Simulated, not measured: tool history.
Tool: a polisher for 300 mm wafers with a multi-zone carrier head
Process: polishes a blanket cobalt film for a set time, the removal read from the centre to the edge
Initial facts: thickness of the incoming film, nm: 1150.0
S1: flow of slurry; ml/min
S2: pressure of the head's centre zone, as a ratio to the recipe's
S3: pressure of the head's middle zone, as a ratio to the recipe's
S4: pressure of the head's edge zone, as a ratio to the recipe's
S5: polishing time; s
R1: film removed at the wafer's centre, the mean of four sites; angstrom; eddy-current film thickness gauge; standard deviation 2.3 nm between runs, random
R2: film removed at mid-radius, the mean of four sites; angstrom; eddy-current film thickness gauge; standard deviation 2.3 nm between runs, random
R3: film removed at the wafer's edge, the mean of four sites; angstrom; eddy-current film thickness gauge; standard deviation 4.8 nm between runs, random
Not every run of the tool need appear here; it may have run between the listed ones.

run 1 hour=0.0 | S1=190 S2=1.00 S3=1.00 S4=1.00 S5=71 | R1=3253.7 R2=3379.6 R3=3316.8
run 2 hour=6.9 | S1=210 S2=1.00 S3=1.00 S4=1.00 S5=71 | R1=3325.5 R2=3413.9 R3=3338.3
run 3 hour=14.2 | S1=210 S2=0.93 S3=1.00 S4=1.00 S5=71 | R1=3135.4 R2=3398.2 R3=3381.4
run 4 hour=17.4 | S1=235 S2=0.93 S3=1.00 S4=1.00 S5=71 | R1=3195.8 R2=3444.2 R3=3411.9
run 5 hour=25.7 | S1=280 S2=0.93 S3=1.00 S4=1.00 S5=71 | R1=3257.0 R2=3557.7 R3=3510.1
run 6 hour=28.8 | S1=280 S2=0.93 S3=1.00 S4=1.08 S5=71 | R1=3284.4 R2=3516.7 R3=3703.4
run 7 hour=33.9 | S1=230 S2=0.99 S3=0.90 S4=1.00 S5=69 | R1=3246.1 R2=3084.8 R3=3266.3

Estimate the outcome of run 8 from the log above:
run 8 hour=42.9 | S1=230 S2=0.99 S3=0.90 S4=1.01 S5=69 | R1=? R2=? R3=?

Run 8 gave R1 3213.9 angstrom, R2 3087.3 angstrom, R3 3226.8 angstrom.
